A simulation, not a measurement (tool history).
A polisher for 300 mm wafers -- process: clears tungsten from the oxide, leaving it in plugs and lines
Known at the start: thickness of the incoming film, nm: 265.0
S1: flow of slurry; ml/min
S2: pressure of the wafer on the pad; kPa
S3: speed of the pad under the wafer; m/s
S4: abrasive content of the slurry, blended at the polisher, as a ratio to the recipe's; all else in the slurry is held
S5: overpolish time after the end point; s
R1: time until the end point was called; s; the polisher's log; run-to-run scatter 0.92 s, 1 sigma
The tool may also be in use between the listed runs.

| run | hour | S1 | S2 | S3 | S4 | S5 | R1 |
|---|---|---|---|---|---|---|---|
| 1 | 0.0 | 150 | 15.9 | 1.00 | 1.0 | 16 | 90.861 |
| 2 | 5.4 | 120 | 15.9 | 1.00 | 1.0 | 16 | 92.903 |
| 3 | 7.7 | 120 | 15.9 | 1.00 | 1.2 | 16 | 89.173 |
| 4 | 10.4 | 150 | 15.9 | 1.00 | 1.2 | 16 | 85.231 |
| 5 | 16.9 | 150 | 15.9 | 1.00 | 1.2 | 13 | 84.142 |
| 6 | 18.0 | 150 | 15.9 | 1.24 | 1.2 | 13 | 70.395 |
| 7 | 21.1 | 145 | 14.5 | 1.24 | 1.2 | 13 | 73.775 |

What does the tool deliver on the next run?
| 8 | 27.3 | 140 | 13.1 | 1.24 | 1.2 | 13 | ? |

Logged for run 8: R1 81.016 s.
